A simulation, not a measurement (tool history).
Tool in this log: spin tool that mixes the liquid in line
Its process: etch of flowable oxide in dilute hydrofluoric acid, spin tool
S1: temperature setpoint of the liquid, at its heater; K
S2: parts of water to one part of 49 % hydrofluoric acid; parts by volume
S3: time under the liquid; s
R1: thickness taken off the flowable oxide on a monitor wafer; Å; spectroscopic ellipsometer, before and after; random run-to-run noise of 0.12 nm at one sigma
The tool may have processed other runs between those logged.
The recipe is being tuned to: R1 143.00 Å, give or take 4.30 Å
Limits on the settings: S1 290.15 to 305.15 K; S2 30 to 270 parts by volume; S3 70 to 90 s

run,hour,S1,S2,S3,R1
1,0.0,297.15,150,90,166.79
2,2.5,297.15,150,90,169.52
3,7.8,295.65,150,90,158.09
4,15.7,295.65,95,90,263.76
5,19.3,295.65,125,90,192.43
6,21.3,295.65,145,90,162.75
7,24.7,294.65,145,90,158.31
8,27.8,294.65,145,90,160.59
9,31.9,293.65,145,90,148.69

Which one of the following 5 next-run settings gets every result inside its allowed miss? There is exactly one.
A,36.0,290.15,100,70,?
B,36.0,293.15,140,90,?
C,36.0,291.15,105,70,?
D,36.0,295.65,155,90,?
E,36.0,293.15,120,70,?

move,R1
A,155.35
B,154.79
C,153.49
D,151.80
E,143.49
A: misses by more than the last run did
B: misses by more than the last run did
C: misses by more than the last run did
D: misses by more than the last run did
E: every result lands within tolerance
The right move is E.
